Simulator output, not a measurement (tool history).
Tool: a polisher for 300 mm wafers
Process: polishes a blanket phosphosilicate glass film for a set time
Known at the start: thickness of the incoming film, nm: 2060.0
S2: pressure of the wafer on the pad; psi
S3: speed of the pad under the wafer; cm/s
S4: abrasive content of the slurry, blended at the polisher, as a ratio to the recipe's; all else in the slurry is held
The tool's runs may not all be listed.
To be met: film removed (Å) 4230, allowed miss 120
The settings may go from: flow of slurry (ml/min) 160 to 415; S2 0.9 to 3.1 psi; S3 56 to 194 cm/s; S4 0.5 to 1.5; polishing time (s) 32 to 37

{"run": 1, "day": 0.0, "flow of slurry (ml/min)": 265, "S2": 2, "S3": 124, "S4": 1, "polishing time (s)": 37, "film removed (Å)": 2573.7}
{"run": 2, "day": 0.358, "flow of slurry (ml/min)": 270, "S2": 2.3, "S3": 124, "S4": 1, "polishing time (s)": 37, "film removed (Å)": 2871.5}
{"run": 3, "day": 0.546, "flow of slurry (ml/min)": 270, "S2": 2.6, "S3": 128, "S4": 1, "polishing time (s)": 37, "film removed (Å)": 3166.9}
{"run": 4, "day": 0.858, "flow of slurry (ml/min)": 270, "S2": 2.6, "S3": 128, "S4": 0.85, "polishing time (s)": 37, "film removed (Å)": 2958.5}
{"run": 5, "day": 1.217, "flow of slurry (ml/min)": 270, "S2": 2.2, "S3": 128, "S4": 0.85, "polishing time (s)": 37, "film removed (Å)": 2663.4}
{"run": 6, "day": 1.383, "flow of slurry (ml/min)": 205, "S2": 2.2, "S3": 128, "S4": 0.85, "polishing time (s)": 37, "film removed (Å)": 2590.9}
{"run": 7, "day": 1.55, "flow of slurry (ml/min)": 205, "S2": 2.5, "S3": 138, "S4": 0.85, "polishing time (s)": 37, "film removed (Å)": 3050.3}
{"run": 8, "day": 1.771, "flow of slurry (ml/min)": 225, "S2": 3.1, "S3": 156, "S4": 0.85, "polishing time (s)": 37, "film removed (Å)": 3949.8}
{"run": 9, "day": 2.112, "flow of slurry (ml/min)": 225, "S2": 3.1, "S3": 160, "S4": 0.85, "polishing time (s)": 37, "film removed (Å)": 4093.8}
{"run": 10, "day": 2.338, "flow of slurry (ml/min)": 225, "S2": 3.1, "S3": 162, "S4": 0.85, "polishing time (s)": 37, "film removed (Å)": 4090.3}
{"run": 11, "day": 2.508, "flow of slurry (ml/min)": 225, "S2": 3.1, "S3": 164, "S4": 0.85, "polishing time (s)": 37, "film removed (Å)": 4093.2}

5 next moves are on the table. One of them brings every result within its allowed miss. Which?
{"run": "A", "day": 2.679, "flow of slurry (ml/min)": 205, "S2": 3.1, "S3": 186, "S4": 0.6, "polishing time (s)": 36, "film removed (Å)": "?"}
{"run": "B", "day": 2.679, "flow of slurry (ml/min)": 240, "S2": 3.1, "S3": 186, "S4": 1, "polishing time (s)": 34, "film removed (Å)": "?"}
{"run": "C", "day": 2.679, "flow of slurry (ml/min)": 210, "S2": 2.9, "S3": 178, "S4": 0.7, "polishing time (s)": 37, "film removed (Å)": "?"}
{"run": "D", "day": 2.679, "flow of slurry (ml/min)": 230, "S2": 3.1, "S3": 174, "S4": 0.8, "polishing time (s)": 35, "film removed (Å)": "?"}
{"run": "E", "day": 2.679, "flow of slurry (ml/min)": 265, "S2": 3, "S3": 194, "S4": 0.65, "polishing time (s)": 37, "film removed (Å)": "?"}

move=A film_removed_(Å)=3863.1
move=B film_removed_(Å)=4502.7
move=C film_removed_(Å)=3878.7
move=D film_removed_(Å)=4026.9
move=E film_removed_(Å)=4240.2
A: further off than the last run
B: takes the result that was furthest off past its target
C: further off than the last run
D: further off than the last run
E: meets every target
The right move is E.
